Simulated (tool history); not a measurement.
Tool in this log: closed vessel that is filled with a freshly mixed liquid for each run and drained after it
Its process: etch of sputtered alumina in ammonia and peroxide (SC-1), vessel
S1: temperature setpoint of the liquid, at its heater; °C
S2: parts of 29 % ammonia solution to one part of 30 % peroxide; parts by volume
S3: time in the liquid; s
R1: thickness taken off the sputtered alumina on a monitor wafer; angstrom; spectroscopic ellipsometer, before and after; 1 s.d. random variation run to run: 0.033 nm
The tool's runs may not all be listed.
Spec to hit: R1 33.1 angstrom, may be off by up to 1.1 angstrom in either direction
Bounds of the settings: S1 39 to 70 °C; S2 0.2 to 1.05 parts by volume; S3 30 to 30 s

run	day	S1	S2	S3	R1
1	0	55	0.55	30	16.179
2	0.275	57.5	0.55	30	18.42
3	0.604	59.5	0.55	30	20.432
4	0.633	61	0.55	30	21.797
5	0.975	62.5	0.55	30	23.94
6	1.033	59.5	0.55	30	20.175
7	1.062	67.5	0.6	30	30.491
8	1.154	68	0.6	30	31.676

Consider the 4 candidate settings below. Which is the only one whose results all fall within their allowed miss of target?
A	1.246	69.5	0.5	30	?
B	1.246	68	0.4	30	?
C	1.246	68	0.5	30	?
D	1.246	68.5	0.35	30	?

move	R1
A	32.959
B	30.015
C	30.652
D	30.368
A: each result inside its tolerance
B: the biggest miss grows against the last run
C: the biggest miss grows against the last run
D: the biggest miss grows against the last run
A is the move that brings every result within its allowed miss.
